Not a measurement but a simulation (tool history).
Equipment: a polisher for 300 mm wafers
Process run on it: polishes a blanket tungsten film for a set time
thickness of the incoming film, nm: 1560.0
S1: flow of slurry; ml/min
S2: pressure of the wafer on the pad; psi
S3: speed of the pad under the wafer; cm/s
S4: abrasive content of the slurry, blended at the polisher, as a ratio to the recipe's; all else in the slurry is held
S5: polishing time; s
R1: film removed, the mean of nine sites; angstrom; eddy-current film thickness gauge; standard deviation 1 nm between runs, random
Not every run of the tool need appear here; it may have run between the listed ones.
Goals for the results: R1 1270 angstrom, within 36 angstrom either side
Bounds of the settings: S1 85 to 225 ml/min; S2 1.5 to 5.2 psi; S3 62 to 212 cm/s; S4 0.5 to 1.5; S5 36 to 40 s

run	hour	S1	S2	S3	S4	S5	R1
1	0	145	3.3	136	1	40	1969.1
2	0.5	140	3.1	136	1	40	1845.4
3	7.9	140	3.1	136	1	40	1845.4
4	10.3	140	3.1	136	1	36	1621.5
5	10.9	140	3.1	136	1	40	1825.6
6	19.1	135	3	136	1	40	1746.4
7	22.4	130	2.9	136	1	40	1674.5
8	26.8	125	2.8	136	1	40	1607.4
9	33.7	120	2.7	136	1	40	1548

Pick the move, out of 4, that brings all results within their allowed miss; only one does.
A	40.6	85	3.3	100	1.15	36	?
B	40.6	105	2.2	152	1	37	?
C	40.6	150	2.7	130	0.9	36	?
D	40.6	140	2.9	116	0.9	40	?

move	R1
A	1195.6
B	1265.9
C	1343.7
D	1416.7
A: moves the result that the last run missed by most past its target, out the other side
B: each result inside its tolerance
C: closer than the last run, but not yet in spec
D: closer than the last run, but not yet in spec
The right move is B.

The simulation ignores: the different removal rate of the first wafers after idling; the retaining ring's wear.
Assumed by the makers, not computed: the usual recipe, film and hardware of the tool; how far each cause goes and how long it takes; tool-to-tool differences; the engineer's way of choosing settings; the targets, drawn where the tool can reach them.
